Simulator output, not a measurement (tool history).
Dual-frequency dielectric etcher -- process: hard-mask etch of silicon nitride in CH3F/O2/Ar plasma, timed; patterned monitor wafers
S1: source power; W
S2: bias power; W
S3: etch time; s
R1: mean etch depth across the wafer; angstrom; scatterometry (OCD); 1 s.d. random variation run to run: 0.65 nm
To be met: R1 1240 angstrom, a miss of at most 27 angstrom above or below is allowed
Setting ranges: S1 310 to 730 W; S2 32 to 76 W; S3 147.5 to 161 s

Run 1, hour 0: S1 520 W, S2 54 W, S3 161 s. Result: R1 1085.9 angstrom.
Run 2, hour 3: S1 540 W, S2 55 W, S3 161 s. Result: R1 1114.4 angstrom.
Run 3, hour 9.7: S1 540 W, S2 55 W, S3 161 s. Result: R1 1107.2 angstrom.
Run 4, hour 13: S1 450 W, S2 55 W, S3 161 s. Result: R1 1016.1 angstrom.
Run 5, hour 17.1: S1 410 W, S2 55 W, S3 161 s. Result: R1 979.67 angstrom.
Run 6, hour 25.8: S1 440 W, S2 56 W, S3 161 s. Result: R1 1021.4 angstrom.
Run 7, hour 32.1: S1 440 W, S2 56 W, S3 161 s. Result: R1 1025 angstrom.
Run 8, hour 33.2: S1 540 W, S2 63 W, S3 161 s. Result: R1 1191.1 angstrom.
Run 9, hour 39.3: S1 550 W, S2 63 W, S3 161 s. Result: R1 1207.9 angstrom.
Run 10, hour 44: S1 560 W, S2 63 W, S3 161 s. Result: R1 1208.1 angstrom.
Run 11, hour 49: S1 570 W, S2 63 W, S3 161 s. Result: R1 1205.3 angstrom.

Next run, 5 choices. One meets every target within its allowed miss, the rest don't. Which?
Run A, hour 54: S1 520 W, S2 75 W, S3 150.5 s. Result: R1 ?.
Run B, hour 54: S1 580 W, S2 63 W, S3 155 s. Result: R1 ?.
Run C, hour 54: S1 570 W, S2 69 W, S3 157 s. Result: R1 ?.
Run D, hour 54: S1 600 W, S2 65 W, S3 150.5 s. Result: R1 ?.
Run E, hour 54: S1 600 W, S2 67 W, S3 147.5 s. Result: R1 ?.

move      R1
   A  1175.4
   B  1172.8
   C  1229.3
   D    1173
   E  1165.8
A: lands further from the targets than the last run did
B: lands further from the targets than the last run did
C: all results land within tolerance of their targets
D: lands further from the targets than the last run did
E: lands further from the targets than the last run did
So the answer is move C, the one that meets all the targets.

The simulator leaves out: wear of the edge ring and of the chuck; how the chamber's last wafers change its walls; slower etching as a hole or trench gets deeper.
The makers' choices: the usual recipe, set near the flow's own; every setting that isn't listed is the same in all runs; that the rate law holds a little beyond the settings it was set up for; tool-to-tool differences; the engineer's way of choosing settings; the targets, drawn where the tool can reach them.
